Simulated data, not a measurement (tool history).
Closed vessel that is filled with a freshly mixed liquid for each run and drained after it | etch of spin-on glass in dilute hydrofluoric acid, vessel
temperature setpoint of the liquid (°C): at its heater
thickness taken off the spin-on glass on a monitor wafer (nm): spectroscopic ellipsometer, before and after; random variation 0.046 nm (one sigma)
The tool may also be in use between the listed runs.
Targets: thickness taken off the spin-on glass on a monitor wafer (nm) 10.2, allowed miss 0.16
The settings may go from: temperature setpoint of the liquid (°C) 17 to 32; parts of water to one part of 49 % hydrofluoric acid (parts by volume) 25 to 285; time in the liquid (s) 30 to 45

run	hour	temperature setpoint of the liquid (°C)	parts of water to one part of 49 % hydrofluoric acid (parts by volume)	time in the liquid (s)	thickness taken off the spin-on glass on a monitor wafer (nm)
1	0	24	155	45	6.7995
2	4	21	155	45	6.0874
3	10.3	21	205	45	4.3605
4	18.3	21	205	45	4.3341
5	20.9	21	180	45	5.0779
6	28.3	21	145	45	6.5484
7	29.1	23.5	145	45	7.1885
8	35	27.5	140	45	8.779

4 next moves are on the table. One of them brings every result within its allowed miss. Which?
A	40.9	29.5	125	45	?
B	40.9	23	105	45	?
C	40.9	27.5	120	45	?
D	40.9	28	135	45	?

move	thickness taken off the spin-on glass on a monitor wafer (nm)
A	10.808
B	10.285
C	10.518
D	9.344
A: takes the result that was furthest off past its target
B: meets every target
C: takes the result that was furthest off past its target
D: nearer than the last run, and not there yet
Answer: B

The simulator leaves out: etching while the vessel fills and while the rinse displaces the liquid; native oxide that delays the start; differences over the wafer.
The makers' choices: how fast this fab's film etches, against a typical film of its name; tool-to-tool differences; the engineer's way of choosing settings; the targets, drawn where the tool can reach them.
